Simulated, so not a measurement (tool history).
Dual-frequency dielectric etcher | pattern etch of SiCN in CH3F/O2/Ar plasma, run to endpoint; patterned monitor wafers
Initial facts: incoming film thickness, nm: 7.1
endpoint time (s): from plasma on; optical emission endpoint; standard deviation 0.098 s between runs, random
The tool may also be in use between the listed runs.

Run 1, hour 0.0: source power (kW) 0.380, bias power (kW) 0.058. Result: endpoint time (s) 19.723.
Run 2, hour 8.8: source power (kW) 0.390, bias power (kW) 0.058. Result: endpoint time (s) 19.606.
Run 3, hour 16.9: source power (kW) 0.400, bias power (kW) 0.058. Result: endpoint time (s) 19.342.
Run 4, hour 25.1: source power (kW) 0.400, bias power (kW) 0.054. Result: endpoint time (s) 19.615.
Run 5, hour 33.8: source power (kW) 0.410, bias power (kW) 0.054. Result: endpoint time (s) 19.361.
Run 6, hour 35.5: source power (kW) 0.420, bias power (kW) 0.054. Result: endpoint time (s) 19.370.
Run 7, hour 40.0: source power (kW) 0.430, bias power (kW) 0.054. Result: endpoint time (s) 19.094.
Run 8, hour 45.6: source power (kW) 0.440, bias power (kW) 0.054. Result: endpoint time (s) 19.089.
Run 9, hour 51.7: source power (kW) 0.440, bias power (kW) 0.054. Result: endpoint time (s) 18.915.

What does the tool deliver on the next run?
Run 10, hour 58.6: source power (kW) 0.450, bias power (kW) 0.054. Result: endpoint time (s) ?.

Run 10 produced endpoint time (s) 18.981.
